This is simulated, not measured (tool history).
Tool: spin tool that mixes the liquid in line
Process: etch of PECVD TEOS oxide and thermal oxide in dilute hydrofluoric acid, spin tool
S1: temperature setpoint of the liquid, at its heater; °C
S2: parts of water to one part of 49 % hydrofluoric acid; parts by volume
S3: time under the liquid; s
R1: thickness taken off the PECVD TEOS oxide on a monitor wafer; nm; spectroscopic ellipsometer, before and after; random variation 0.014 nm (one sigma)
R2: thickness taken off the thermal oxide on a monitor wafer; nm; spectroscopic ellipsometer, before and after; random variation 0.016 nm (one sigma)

{"run": 1, "day": 0.0, "S1": 21, "S2": 240, "S3": 80, "R1": 7.5597, "R2": 1.1374}
{"run": 2, "day": 0.342, "S1": 20, "S2": 260, "S3": 80, "R1": 6.5388, "R2": 1.0288}
{"run": 3, "day": 0.583, "S1": 20, "S2": 260, "S3": 100, "R1": 8.1979, "R2": 1.2955}
{"run": 4, "day": 0.75, "S1": 19.5, "S2": 290, "S3": 100, "R1": 7.0402, "R2": 1.098}
{"run": 5, "day": 0.975, "S1": 19.5, "S2": 345, "S3": 100, "R1": 5.6477, "R2": 0.90236}
{"run": 6, "day": 1.304, "S1": 22.5, "S2": 345, "S3": 100, "R1": 6.2439, "R2": 0.99748}
{"run": 7, "day": 1.654, "S1": 21, "S2": 355, "S3": 100, "R1": 5.7073, "R2": 0.89625}
{"run": 8, "day": 2.021, "S1": 20, "S2": 360, "S3": 100, "R1": 5.4165, "R2": 0.85006}
{"run": 9, "day": 2.125, "S1": 19, "S2": 365, "S3": 100, "R1": 5.1615, "R2": 0.7998}
{"run": 10, "day": 2.496, "S1": 18.5, "S2": 370, "S3": 100, "R1": 4.9689, "R2": 0.79958}
{"run": 11, "day": 2.533, "S1": 18, "S2": 375, "S3": 100, "R1": 4.8067, "R2": 0.75011}
{"run": 12, "day": 2.875, "S1": 17.5, "S2": 380, "S3": 100, "R1": 4.6364, "R2": 0.7405}

Forecast run 13:
{"run": 13, "day": 3.146, "S1": 17.5, "S2": 385, "S3": 100, "R1": "?", "R2": "?"}

Run 13 gave R1 4.527 nm, R2 0.69903 nm.
